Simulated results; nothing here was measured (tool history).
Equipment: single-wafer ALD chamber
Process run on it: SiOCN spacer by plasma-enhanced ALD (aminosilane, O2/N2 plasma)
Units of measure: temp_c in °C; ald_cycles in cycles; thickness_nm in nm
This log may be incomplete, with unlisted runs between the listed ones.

run  hour  temp_c  ald_cycles  thickness_nm
  1   0.0     420          82        4.9512
  2   6.8     421          80        4.7985
  3  10.3     431          80        4.6356
  4  18.1     432          79        4.5669
  5  22.4     433          78        4.4729
  6  29.2     433          85        4.9004
  7  35.8     434          83        4.7628

What does the tool deliver on the next run?
  8  38.9     435          81             ?

{"run 8": {"thickness_nm": 4.6261}}
